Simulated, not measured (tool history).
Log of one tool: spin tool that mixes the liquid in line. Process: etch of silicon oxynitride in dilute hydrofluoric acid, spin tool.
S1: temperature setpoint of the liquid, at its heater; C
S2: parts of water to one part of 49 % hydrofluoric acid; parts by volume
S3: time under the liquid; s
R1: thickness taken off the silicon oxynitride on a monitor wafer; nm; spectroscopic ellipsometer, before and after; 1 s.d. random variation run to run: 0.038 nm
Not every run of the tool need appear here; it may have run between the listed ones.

run	day	S1	S2	S3	R1
1	0	21	45	285	9.1524
2	0.338	21	40	285	10.416
3	0.583	21	40	305	11.038
4	0.933	17.5	40	305	9.2148
5	1.188	17.5	45	305	8.2098
6	1.392	17	45	305	8.1395
7	1.425	17	50	305	7.2298
8	1.65	17	55	305	6.5314

Predict the results of run 9:
9	1.854	17	55	305	?

{"run 9": {"R1": 6.515}}
